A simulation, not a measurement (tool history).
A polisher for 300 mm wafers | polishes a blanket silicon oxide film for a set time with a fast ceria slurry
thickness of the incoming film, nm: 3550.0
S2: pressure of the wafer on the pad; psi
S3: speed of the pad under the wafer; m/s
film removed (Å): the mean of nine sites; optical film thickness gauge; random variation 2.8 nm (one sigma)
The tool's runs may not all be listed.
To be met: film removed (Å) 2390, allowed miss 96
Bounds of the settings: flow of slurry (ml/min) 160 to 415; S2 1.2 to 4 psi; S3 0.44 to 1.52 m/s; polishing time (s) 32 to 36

Run 1, hour 0: flow of slurry (ml/min) 265, S2 2.6 psi, S3 0.98 m/s, polishing time (s) 36. Result: film removed (Å) 4627.1.
Run 2, hour 3.3: flow of slurry (ml/min) 265, S2 3.1 psi, S3 0.98 m/s, polishing time (s) 36. Result: film removed (Å) 5348.2.
Run 3, hour 10.4: flow of slurry (ml/min) 195, S2 3.1 psi, S3 0.98 m/s, polishing time (s) 36. Result: film removed (Å) 5348.9.
Run 4, hour 18.3: flow of slurry (ml/min) 195, S2 3.1 psi, S3 0.82 m/s, polishing time (s) 36. Result: film removed (Å) 4514.
Run 5, hour 23.8: flow of slurry (ml/min) 195, S2 3.1 psi, S3 0.66 m/s, polishing time (s) 36. Result: film removed (Å) 3885.
Run 6, hour 32.1: flow of slurry (ml/min) 195, S2 2.7 psi, S3 0.64 m/s, polishing time (s) 36. Result: film removed (Å) 3322.4.
Run 7, hour 32.9: flow of slurry (ml/min) 195, S2 2.4 psi, S3 0.64 m/s, polishing time (s) 36. Result: film removed (Å) 2922.5.
Run 8, hour 39.1: flow of slurry (ml/min) 195, S2 2.2 psi, S3 0.64 m/s, polishing time (s) 36. Result: film removed (Å) 2724.
Run 9, hour 42.3: flow of slurry (ml/min) 195, S2 2.1 psi, S3 0.64 m/s, polishing time (s) 36. Result: film removed (Å) 2590.7.

Which of these 5 next moves meets every target?
Run A, hour 45.5: flow of slurry (ml/min) 220, S2 1.7 psi, S3 0.78 m/s, polishing time (s) 35. Result: film removed (Å) ?.
Run B, hour 45.5: flow of slurry (ml/min) 300, S2 2.1 psi, S3 0.84 m/s, polishing time (s) 33. Result: film removed (Å) ?.
Run C, hour 45.5: flow of slurry (ml/min) 215, S2 2.5 psi, S3 0.68 m/s, polishing time (s) 33. Result: film removed (Å) ?.
Run D, hour 45.5: flow of slurry (ml/min) 285, S2 1.7 psi, S3 0.88 m/s, polishing time (s) 34. Result: film removed (Å) ?.
Run E, hour 45.5: flow of slurry (ml/min) 235, S2 2 psi, S3 0.76 m/s, polishing time (s) 36. Result: film removed (Å) ?.

move  film removed (Å)
   A              2447
   B              3091
   C            2992.9
   D              2689
   E            2900.9
A: meets every target
B: further off than the last run
C: further off than the last run
D: further off than the last run
E: further off than the last run
The right move is A.
